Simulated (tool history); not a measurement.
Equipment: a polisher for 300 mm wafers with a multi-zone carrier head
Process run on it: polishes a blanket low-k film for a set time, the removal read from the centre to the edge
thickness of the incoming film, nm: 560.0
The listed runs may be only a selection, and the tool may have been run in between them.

run  hour  flow of slurry (ml/min)  pressure of the head's centre zone  pressure of the head's middle zone  pressure of the head's edge zone  abrasive content of the slurry  polishing time (s)  film removed at the wafer's centre (nm)  film removed at mid-radius (nm)  film removed at the wafer's edge (nm)
  1     0                      200                                   1                                   1                                 1                               1                  87                                   26.868                           27.229                                 26.297
  2   4.9                      200                                   1                                   1                                 1                               1                 105                                    32.58                           33.108                                 32.432
  3   6.9                      200                                1.07                                   1                                 1                               1                 105                                   35.336                           32.627                                 31.853
  4   9.7                      200                                1.07                                   1                                 1                               1                  86                                   28.701                            26.66                                 26.432
  5  11.7                      200                                1.07                                   1                                 1                            0.85                  86                                   27.427                           25.083                                 23.937
  6  17.1                      210                                 1.1                                1.03                              0.98                               1                  92                                   31.047                           30.077                                 27.956

Run 7, settings as shown, results not yet in. Your forecast:
  7  20.3                      210                                1.12                                1.02                              0.94                             1.1                 100                                        ?                                ?                                      ?

{"run 7": {"film removed at the wafer's centre (nm)": 36.074, "film removed at mid-radius (nm)": 32.473, "film removed at the wafer's edge (nm)": 31.306}}

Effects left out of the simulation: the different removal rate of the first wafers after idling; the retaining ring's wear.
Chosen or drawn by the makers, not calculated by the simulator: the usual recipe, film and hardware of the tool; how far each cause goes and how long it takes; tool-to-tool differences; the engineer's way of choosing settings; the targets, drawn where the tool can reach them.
